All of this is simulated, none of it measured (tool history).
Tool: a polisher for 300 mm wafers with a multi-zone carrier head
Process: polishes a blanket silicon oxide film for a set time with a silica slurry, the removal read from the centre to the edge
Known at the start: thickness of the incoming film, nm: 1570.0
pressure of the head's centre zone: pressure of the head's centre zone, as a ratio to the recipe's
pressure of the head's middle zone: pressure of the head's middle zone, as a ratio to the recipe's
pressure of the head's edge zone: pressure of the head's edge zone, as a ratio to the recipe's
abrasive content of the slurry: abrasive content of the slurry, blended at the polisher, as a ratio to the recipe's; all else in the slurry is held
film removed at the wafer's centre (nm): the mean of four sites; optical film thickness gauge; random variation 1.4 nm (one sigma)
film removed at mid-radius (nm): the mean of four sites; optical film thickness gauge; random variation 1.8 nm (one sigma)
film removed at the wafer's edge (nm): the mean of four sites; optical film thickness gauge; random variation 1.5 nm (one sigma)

run	hour	flow of slurry (ml/min)	pressure of the head's centre zone	pressure of the head's middle zone	pressure of the head's edge zone	abrasive content of the slurry	polishing time (s)	film removed at the wafer's centre (nm)	film removed at mid-radius (nm)	film removed at the wafer's edge (nm)
1	0	215	1	1	1	1	41	103.48	102.31	104.19
2	8.6	215	1	1	1.08	1	41	101.42	103.5	108.72
3	9.5	215	1.03	1	1.08	1	41	105.62	103.42	106.98
4	13.2	215	1.03	0.99	1.09	1.05	41	107.16	102.23	110.94
5	13.9	215	1.03	1.03	1.09	1.05	41	107.44	107.18	111.36
6	21.9	215	1.11	1.03	1.09	1.05	41	116.25	108.86	108.67
7	29.1	220	1.11	1.03	1.1	1.1	41	119.27	108.16	112.56
8	32.8	245	1.07	1.09	1.19	1.35	42	125.85	125.32	129.35
9	40.8	245	1.07	1.08	1.19	1.35	42	124.63	127.14	128.55
10	41.8	245	1.07	1.06	1.19	1.35	42	125.21	126	129.68

Forecast run 11:
11	45.3	265	1.08	0.96	1.19	1.5	44	?	?	?

{"run 11": {"film removed at the wafer's centre (nm)": 136.61, "film removed at mid-radius (nm)": 123.33, "film removed at the wafer's edge (nm)": 143.36}}
